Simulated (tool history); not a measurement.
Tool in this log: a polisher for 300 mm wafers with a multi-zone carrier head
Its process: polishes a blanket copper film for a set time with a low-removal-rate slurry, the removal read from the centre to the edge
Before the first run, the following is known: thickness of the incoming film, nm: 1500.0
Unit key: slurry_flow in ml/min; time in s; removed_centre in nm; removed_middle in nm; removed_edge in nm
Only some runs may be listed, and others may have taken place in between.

run	hour	slurry_flow	centre_zone	middle_zone	edge_zone	slurry_solids	time	removed_centre	removed_middle	removed_edge
1	0.0	280	1.00	1.00	1.00	1.00	34	104.760	106.040	107.850
2	4.5	280	1.00	1.00	1.00	0.90	34	106.640	106.110	107.750
3	12.5	280	1.00	1.00	1.00	1.00	34	104.150	111.020	108.090
4	18.4	280	1.00	0.99	0.99	0.95	33	102.930	102.890	103.430
5	26.7	280	0.99	0.98	0.98	0.90	32	98.294	100.780	97.956
6	28.5	275	1.00	0.96	0.99	0.90	31	96.238	95.295	97.079

Predict the results of run 7:
7	36.9	275	1.00	0.95	0.99	0.85	30	?	?	?

{"run 7": {"removed_centre": 93.955, "removed_middle": 88.354, "removed_edge": 91.845}}

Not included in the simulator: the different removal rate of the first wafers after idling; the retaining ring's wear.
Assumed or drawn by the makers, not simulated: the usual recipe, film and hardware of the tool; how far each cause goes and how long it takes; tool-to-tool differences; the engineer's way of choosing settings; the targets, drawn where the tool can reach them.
